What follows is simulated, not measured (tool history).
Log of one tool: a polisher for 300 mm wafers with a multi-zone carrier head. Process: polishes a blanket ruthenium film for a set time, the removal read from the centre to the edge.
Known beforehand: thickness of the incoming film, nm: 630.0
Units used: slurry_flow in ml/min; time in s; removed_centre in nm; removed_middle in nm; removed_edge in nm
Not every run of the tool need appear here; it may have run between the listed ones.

run,hour,slurry_flow,centre_zone,middle_zone,edge_zone,time,removed_centre,removed_middle,removed_edge
1,0,275,1,1,1,67,143.13,140.89,144.52
2,6.7,275,0.95,1,1,67,134.15,141.65,144.42
3,11.9,275,0.9,1,1,67,129.16,141.68,142.02
4,16.9,305,0.9,1,1,67,126.2,142.95,145.63
5,23.6,305,0.9,1,0.94,67,127.26,141.94,140.81
# hour 30.4: slurry nozzle cleaned
6,30.4,305,0.96,1,0.94,67,140.12,143.05,143.81

What will run 7 give?
7,36.8,315,0.98,1.01,0.96,69,?,?,?

removed_centre: 149.78 nm
removed_middle: 151.3 nm
removed_edge: 149.67 nm

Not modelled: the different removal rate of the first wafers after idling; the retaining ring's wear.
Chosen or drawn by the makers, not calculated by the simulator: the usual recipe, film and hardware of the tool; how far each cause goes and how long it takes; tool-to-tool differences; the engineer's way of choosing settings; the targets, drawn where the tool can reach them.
